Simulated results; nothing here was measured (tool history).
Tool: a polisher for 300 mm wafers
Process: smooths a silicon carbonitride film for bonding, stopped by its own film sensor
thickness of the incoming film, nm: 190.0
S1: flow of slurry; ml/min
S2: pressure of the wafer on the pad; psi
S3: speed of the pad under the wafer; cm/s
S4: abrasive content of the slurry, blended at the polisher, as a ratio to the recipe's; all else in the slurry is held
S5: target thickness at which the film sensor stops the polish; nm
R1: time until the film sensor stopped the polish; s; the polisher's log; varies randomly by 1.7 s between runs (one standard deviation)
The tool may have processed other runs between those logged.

Run 1, hour 0: S1 275 ml/min, S2 1.4 psi, S3 100 cm/s, S4 1, S5 174 nm. Result: R1 71.32 s.
Run 2, hour 4.5: S1 275 ml/min, S2 1.4 psi, S3 100 cm/s, S4 1, S5 174 nm. Result: R1 73.309 s.
Run 3, hour 9.6: S1 275 ml/min, S2 1.2 psi, S3 98 cm/s, S4 1, S5 174 nm. Result: R1 83.475 s.
Run 4, hour 16.4: S1 275 ml/min, S2 1.4 psi, S3 98 cm/s, S4 1, S5 174 nm. Result: R1 72.637 s.
Run 5, hour 22.4: S1 320 ml/min, S2 1.4 psi, S3 98 cm/s, S4 1, S5 174 nm. Result: R1 70.442 s.
Run 6, hour 23.8: S1 280 ml/min, S2 1.4 psi, S3 98 cm/s, S4 1, S5 174 nm. Result: R1 74.227 s.
Run 7, hour 29.7: S1 280 ml/min, S2 1.4 psi, S3 98 cm/s, S4 1, S5 174 nm. Result: R1 73.212 s.
Run 8, hour 34.5: S1 275 ml/min, S2 1.1 psi, S3 96 cm/s, S4 1, S5 174 nm. Result: R1 93.937 s.
Run 9, hour 40.4: S1 270 ml/min, S2 1 psi, S3 96 cm/s, S4 1, S5 174 nm. Result: R1 100.63 s.
Run 10, hour 47.4: S1 270 ml/min, S2 1 psi, S3 96 cm/s, S4 1, S5 174 nm. Result: R1 100.9 s.

Expected results for the next run?
Run 11, hour 56.3: S1 265 ml/min, S2 0.9 psi, S3 96 cm/s, S4 1, S5 174 nm. Result: R1 ?.

Run 11 gave R1 114.12 s.

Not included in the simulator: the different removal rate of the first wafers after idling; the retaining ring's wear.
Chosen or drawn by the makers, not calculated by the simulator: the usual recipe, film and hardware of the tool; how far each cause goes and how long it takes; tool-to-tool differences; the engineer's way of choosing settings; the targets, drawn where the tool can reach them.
